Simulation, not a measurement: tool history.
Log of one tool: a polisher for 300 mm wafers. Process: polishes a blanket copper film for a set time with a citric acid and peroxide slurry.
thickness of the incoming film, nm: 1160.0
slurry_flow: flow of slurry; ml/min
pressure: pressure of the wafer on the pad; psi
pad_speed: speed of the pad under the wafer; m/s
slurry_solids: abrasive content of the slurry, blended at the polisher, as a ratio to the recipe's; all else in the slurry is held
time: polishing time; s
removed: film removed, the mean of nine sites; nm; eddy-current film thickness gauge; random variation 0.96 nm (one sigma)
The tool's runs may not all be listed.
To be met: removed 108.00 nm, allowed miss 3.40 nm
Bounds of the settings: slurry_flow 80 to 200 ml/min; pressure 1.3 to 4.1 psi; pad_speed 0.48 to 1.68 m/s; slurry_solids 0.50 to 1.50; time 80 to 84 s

run	hour	slurry_flow	pressure	pad_speed	slurry_solids	time	removed
1	0.0	130	2.7	1.08	1.00	80	150.46
2	5.9	125	2.4	1.08	1.00	80	133.12
3	13.1	110	2.4	1.08	1.00	80	128.90
4	20.0	110	2.4	1.08	1.00	84	136.50
5	27.1	110	2.4	1.08	1.20	84	142.56
6	33.1	105	2.2	1.08	1.20	84	129.31
7	39.5	100	2.1	1.08	1.20	84	121.02
8	47.6	95	2.0	1.08	1.20	84	115.96
9	49.9	90	2.0	1.08	1.20	84	112.21
10	57.0	85	2.0	1.08	1.20	84	111.59

Which of these 5 next moves meets every target?
A	64.1	120	2.2	0.88	1.10	84	?
B	64.1	115	2.1	1.02	1.15	82	?
C	64.1	80	2.1	1.12	1.10	84	?
D	64.1	80	2.2	1.08	1.25	80	?
E	64.1	80	2.3	0.96	1.50	84	?

move	removed
A	107.34
B	115.20
C	116.58
D	115.38
E	117.84
A: meets every target
B: further off than the last run
C: further off than the last run
D: further off than the last run
E: further off than the last run
Answer: A
